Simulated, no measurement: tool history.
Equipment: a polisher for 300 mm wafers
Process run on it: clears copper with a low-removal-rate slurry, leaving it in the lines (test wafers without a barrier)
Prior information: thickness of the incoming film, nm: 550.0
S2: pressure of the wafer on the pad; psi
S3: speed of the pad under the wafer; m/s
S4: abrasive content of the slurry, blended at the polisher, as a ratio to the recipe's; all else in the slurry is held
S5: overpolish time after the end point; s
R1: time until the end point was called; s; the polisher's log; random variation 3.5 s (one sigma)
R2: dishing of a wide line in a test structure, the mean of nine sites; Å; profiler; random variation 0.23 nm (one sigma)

{"run": 1, "hour": 0.0, "flow of slurry (ml/min)": 305, "S2": 3.5, "S3": 0.94, "S4": 1.0, "S5": 11, "R1": 138.77, "R2": 276.12}
{"run": 2, "hour": 2.8, "flow of slurry (ml/min)": 370, "S2": 3.5, "S3": 0.94, "S4": 1.0, "S5": 11, "R1": 137.87, "R2": 277.32}
{"run": 3, "hour": 10.2, "flow of slurry (ml/min)": 370, "S2": 3.2, "S3": 0.94, "S4": 1.0, "S5": 9, "R1": 142.26, "R2": 217.32}
{"run": 4, "hour": 14.9, "flow of slurry (ml/min)": 370, "S2": 2.8, "S3": 0.94, "S4": 1.0, "S5": 9, "R1": 169.83, "R2": 192.16}
{"run": 5, "hour": 15.6, "flow of slurry (ml/min)": 370, "S2": 2.7, "S3": 0.94, "S4": 1.0, "S5": 8, "R1": 173.49, "R2": 167.63}
{"run": 6, "hour": 17.2, "flow of slurry (ml/min)": 370, "S2": 2.1, "S3": 0.94, "S4": 1.0, "S5": 8, "R1": 219.58, "R2": 127.12}
{"run": 7, "hour": 21.5, "flow of slurry (ml/min)": 375, "S2": 2.2, "S3": 0.94, "S4": 1.0, "S5": 8, "R1": 212.24, "R2": 132.49}

What will run 8 give?
{"run": 8, "hour": 28.9, "flow of slurry (ml/min)": 375, "S2": 2.3, "S3": 0.94, "S4": 1.0, "S5": 8, "R1": "?", "R2": "?"}

Run 8 came out at R1 208.86 s, R2 141.72 Å.
